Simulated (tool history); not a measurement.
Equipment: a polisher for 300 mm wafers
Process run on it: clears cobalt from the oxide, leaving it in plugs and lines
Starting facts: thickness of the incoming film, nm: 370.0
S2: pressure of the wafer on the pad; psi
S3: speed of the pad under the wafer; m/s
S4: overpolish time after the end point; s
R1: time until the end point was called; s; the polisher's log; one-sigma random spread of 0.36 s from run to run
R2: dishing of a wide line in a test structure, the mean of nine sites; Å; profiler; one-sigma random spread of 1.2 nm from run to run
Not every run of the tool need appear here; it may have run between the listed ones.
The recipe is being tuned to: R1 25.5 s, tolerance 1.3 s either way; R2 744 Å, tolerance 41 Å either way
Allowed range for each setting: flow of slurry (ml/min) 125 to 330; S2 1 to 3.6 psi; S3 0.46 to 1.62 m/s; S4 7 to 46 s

Run 1, hour 0: flow of slurry (ml/min) 210, S2 2.3 psi, S3 1.04 m/s, S4 24 s. Result: R1 49.718 s, R2 657.8 Å.
Run 2, hour 1.5: flow of slurry (ml/min) 210, S2 2.3 psi, S3 0.88 m/s, S4 24 s. Result: R1 57.61 s, R2 623.64 Å.
Run 3, hour 2.6: flow of slurry (ml/min) 210, S2 2.5 psi, S3 0.92 m/s, S4 23 s. Result: R1 52.406 s, R2 656.5 Å.
Run 4, hour 9: flow of slurry (ml/min) 210, S2 2.6 psi, S3 0.98 m/s, S4 21 s. Result: R1 44.984 s, R2 654.25 Å.
Run 5, hour 14.8: flow of slurry (ml/min) 210, S2 2.6 psi, S3 0.98 m/s, S4 11 s. Result: R1 45.221 s, R2 492.19 Å.
Run 6, hour 15.8: flow of slurry (ml/min) 210, S2 2.7 psi, S3 1 m/s, S4 12 s. Result: R1 43.261 s, R2 532.4 Å.
Run 7, hour 20.7: flow of slurry (ml/min) 210, S2 2.8 psi, S3 1.02 m/s, S4 13 s. Result: R1 41.895 s, R2 579.17 Å.
Run 8, hour 24.5: flow of slurry (ml/min) 210, S2 2.9 psi, S3 1.06 m/s, S4 13 s. Result: R1 39.403 s, R2 578.08 Å.

Which single option among these 5 for the next run brings every result within its allowed miss of target? Just one does.
Run A, hour 28.3: flow of slurry (ml/min) 190, S2 3.1 psi, S3 1.16 m/s, S4 37 s. Result: R1 ?, R2 ?.
Run B, hour 28.3: flow of slurry (ml/min) 215, S2 2.6 psi, S3 0.82 m/s, S4 15 s. Result: R1 ?, R2 ?.
Run C, hour 28.3: flow of slurry (ml/min) 280, S2 2.7 psi, S3 0.96 m/s, S4 33 s. Result: R1 ?, R2 ?.
Run D, hour 28.3: flow of slurry (ml/min) 180, S2 2.7 psi, S3 0.86 m/s, S4 16 s. Result: R1 ?, R2 ?.
Run E, hour 28.3: flow of slurry (ml/min) 295, S2 3.3 psi, S3 1.36 m/s, S4 21 s. Result: R1 ?, R2 ?.

move      R1      R2
   A  34.034  737.09
   B  55.526  527.23
   C  44.579  718.98
   D  52.495  558.77
   E  25.984  722.58
A: nearer than the last run, and not there yet
B: moves away from the targets compared with the last run
C: moves away from the targets compared with the last run
D: moves away from the targets compared with the last run
E: all results in spec
Answer: E
